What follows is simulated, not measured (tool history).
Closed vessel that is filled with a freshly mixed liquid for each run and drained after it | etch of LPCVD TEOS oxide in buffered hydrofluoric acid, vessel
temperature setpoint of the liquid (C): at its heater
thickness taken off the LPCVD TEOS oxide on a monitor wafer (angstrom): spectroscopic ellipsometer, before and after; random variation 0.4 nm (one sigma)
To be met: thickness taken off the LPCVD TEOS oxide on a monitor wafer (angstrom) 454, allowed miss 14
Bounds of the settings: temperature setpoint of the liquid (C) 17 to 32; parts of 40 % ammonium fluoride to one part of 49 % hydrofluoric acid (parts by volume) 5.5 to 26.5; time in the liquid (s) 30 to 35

run,hour,temperature setpoint of the liquid (C),parts of 40 % ammonium fluoride to one part of 49 % hydrofluoric acid (parts by volume),time in the liquid (s),thickness taken off the LPCVD TEOS oxide on a monitor wafer (angstrom)
1,0,24,16,35,922.17
2,4.1,22.5,17,35,786.07
3,13.4,21.5,17.5,35,735.2
4,20.7,20.5,18.5,35,654.17
5,26.1,20,19,35,613.13
6,29.8,19.5,19.5,35,595.23
7,34.3,19,20,35,551.15
8,39.8,18.5,20.5,35,532.31
9,46,18,21,35,500.2
10,48.8,17.5,21.5,35,476.17

Which of these 5 next moves meets every target?
A,51.6,17,20.5,35,?
B,51.6,17.5,20.5,35,?
C,51.6,18.5,22,35,?
D,51.6,17.5,23.5,35,?
E,51.6,17,20,30,?

move,thickness taken off the LPCVD TEOS oxide on a monitor wafer (angstrom)
A,478.95
B,492.84
C,491.22
D,443.38
E,420.69
A: further off than the last run
B: further off than the last run
C: further off than the last run
D: meets every target
E: takes the result that was furthest off past its target
Answer: D

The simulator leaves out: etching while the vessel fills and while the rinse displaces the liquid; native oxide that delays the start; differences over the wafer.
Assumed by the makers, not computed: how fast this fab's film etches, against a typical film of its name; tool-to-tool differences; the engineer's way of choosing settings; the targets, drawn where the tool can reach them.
